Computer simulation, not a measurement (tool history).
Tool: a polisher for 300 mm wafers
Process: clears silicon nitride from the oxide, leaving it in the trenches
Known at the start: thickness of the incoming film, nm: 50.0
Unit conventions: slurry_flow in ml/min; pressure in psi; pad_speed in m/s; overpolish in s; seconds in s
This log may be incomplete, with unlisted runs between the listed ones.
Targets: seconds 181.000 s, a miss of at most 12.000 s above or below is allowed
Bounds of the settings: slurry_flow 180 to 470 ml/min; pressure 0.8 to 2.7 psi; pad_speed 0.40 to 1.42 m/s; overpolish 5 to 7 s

run 1 hour=0.0 | slurry_flow=300 pressure=1.7 pad_speed=0.90 overpolish=7 | seconds=88.504
run 2 hour=7.5 | slurry_flow=300 pressure=1.7 pad_speed=0.90 overpolish=7 | seconds=91.064
run 3 hour=13.9 | slurry_flow=300 pressure=1.7 pad_speed=1.08 overpolish=7 | seconds=77.617
run 4 hour=19.6 | slurry_flow=300 pressure=1.7 pad_speed=0.94 overpolish=7 | seconds=88.712
run 5 hour=26.8 | slurry_flow=300 pressure=1.7 pad_speed=0.80 overpolish=7 | seconds=100.130
run 6 hour=34.4 | slurry_flow=300 pressure=1.5 pad_speed=0.76 overpolish=7 | seconds=113.180
run 7 hour=40.2 | slurry_flow=300 pressure=1.3 pad_speed=0.72 overpolish=7 | seconds=141.730
run 8 hour=42.2 | slurry_flow=300 pressure=1.2 pad_speed=0.72 overpolish=7 | seconds=153.170
run 9 hour=50.9 | slurry_flow=300 pressure=1.1 pad_speed=0.72 overpolish=7 | seconds=166.910

Next run, 5 choices. One meets every target within its allowed miss, the rest don't. Which?
run A hour=59.6 | slurry_flow=280 pressure=1.0 pad_speed=0.62 overpolish=7 | seconds=?
run B hour=59.6 | slurry_flow=305 pressure=0.9 pad_speed=1.02 overpolish=5 | seconds=?
run C hour=59.6 | slurry_flow=305 pressure=1.1 pad_speed=0.74 overpolish=7 | seconds=?
run D hour=59.6 | slurry_flow=345 pressure=0.8 pad_speed=0.88 overpolish=5 | seconds=?
run E hour=59.6 | slurry_flow=255 pressure=1.3 pad_speed=0.64 overpolish=7 | seconds=?

move=A seconds=203.740
move=B seconds=152.940
move=C seconds=162.370
move=D seconds=190.560
move=E seconds=156.060
A: takes the biggest miss from the last run beyond its target
B: moves away from the targets compared with the last run
C: moves away from the targets compared with the last run
D: all results land within tolerance of their targets
E: moves away from the targets compared with the last run
Go with D: it meets all targets.
